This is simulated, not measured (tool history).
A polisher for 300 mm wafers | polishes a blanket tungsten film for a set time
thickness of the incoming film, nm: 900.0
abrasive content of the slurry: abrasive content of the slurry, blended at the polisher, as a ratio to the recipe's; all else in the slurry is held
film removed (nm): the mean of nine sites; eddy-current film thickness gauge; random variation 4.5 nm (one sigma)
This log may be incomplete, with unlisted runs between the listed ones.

run  hour  flow of slurry (ml/min)  pressure of the wafer on the pad (psi)  speed of the pad under the wafer (cm/s)  abrasive content of the slurry  polishing time (s)  film removed (nm)
  1     0                      165                                     4.1                                       96                               1                  80             390.45
  2   5.8                      165                                     4.1                                       96                            0.85                  80             380.22
  3   6.5                      165                                     4.1                                       82                            0.85                  80             323.58
  4    14                      165                                     3.4                                       82                            0.85                  80             276.05
  5  21.2                      130                                     3.4                                       82                            0.85                  80             268.02
  6  28.7                      135                                     3.9                                       82                            0.85                  80             301.32
  7  35.9                      140                                     4.3                                       82                            0.85                  80             327.62
  8  44.4                      165                                     5.4                                       84                            0.85                  80             412.99
  9  46.3                      170                                     5.6                                       86                            0.85                  80             438.08
 10    55                      175                                     5.7                                       86                            0.85                  80             453.43
 11  58.5                      180                                     5.8                                       86                            0.85                  80             460.06
 12  60.1                      180                                     5.9                                       86                            0.85                  80             468.99
 13  60.8                      185                                       6                                       86                            0.85                  80             473.86

The next listed run, before its measurement:
 14  68.5                      185                                     6.1                                       86                            0.85                  80                  ?

{"run 14": {"film removed (nm)": 486.69}}

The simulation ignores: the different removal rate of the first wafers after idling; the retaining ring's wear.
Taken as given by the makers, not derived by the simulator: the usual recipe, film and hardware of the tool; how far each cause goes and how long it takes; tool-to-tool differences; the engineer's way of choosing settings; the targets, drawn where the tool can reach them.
